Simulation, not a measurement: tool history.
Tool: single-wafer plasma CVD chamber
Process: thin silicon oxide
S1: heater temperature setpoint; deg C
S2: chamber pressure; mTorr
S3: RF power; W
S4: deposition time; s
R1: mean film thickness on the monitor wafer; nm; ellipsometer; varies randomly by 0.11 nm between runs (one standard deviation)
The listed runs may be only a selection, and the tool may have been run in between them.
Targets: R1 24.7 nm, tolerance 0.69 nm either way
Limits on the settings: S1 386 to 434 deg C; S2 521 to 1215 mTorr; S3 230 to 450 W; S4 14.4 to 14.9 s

| run | hour | S1 | S2 | S3 | S4 | R1 |
|---|---|---|---|---|---|---|
| 1 | 0 | 410 | 868 | 340 | 14.4 | 27.775 |
| 2 | 5 | 410 | 838 | 340 | 14.4 | 26.709 |
| 3 | 7 | 410 | 819 | 340 | 14.4 | 26.307 |
| 4 | 9.4 | 410 | 803 | 340 | 14.4 | 25.868 |
| 5 | 15.7 | 410 | 792 | 340 | 14.4 | 25.652 |
| 6 | 21.6 | 410 | 792 | 340 | 14.9 | 26.813 |
| 7 | 29.9 | 410 | 771 | 340 | 14.9 | 25.643 |
| 8 | 30.8 | 410 | 763 | 340 | 14.9 | 25.683 |

Of the 5 settings listed for the next run, only one would bring every result within its allowed miss of target. Which one?
| A | 31.7 | 410 | 710 | 345 | 14.4 | ? |
| B | 31.7 | 400 | 702 | 360 | 14.9 | ? |
| C | 31.7 | 421 | 777 | 345 | 14.9 | ? |
| D | 31.7 | 411 | 806 | 350 | 14.6 | ? |
| E | 31.7 | 409 | 817 | 325 | 14.9 | ? |

| move | R1 |
|---|---|
| A | 23.384 |
| B | 24.601 |
| C | 26.093 |
| D | 26.787 |
| E | 26.66 |
A: takes the result that was furthest off past its target
B: meets every target
C: its largest miss is bigger than the last run's
D: its largest miss is bigger than the last run's
E: its largest miss is bigger than the last run's
The move that meets every target is B.

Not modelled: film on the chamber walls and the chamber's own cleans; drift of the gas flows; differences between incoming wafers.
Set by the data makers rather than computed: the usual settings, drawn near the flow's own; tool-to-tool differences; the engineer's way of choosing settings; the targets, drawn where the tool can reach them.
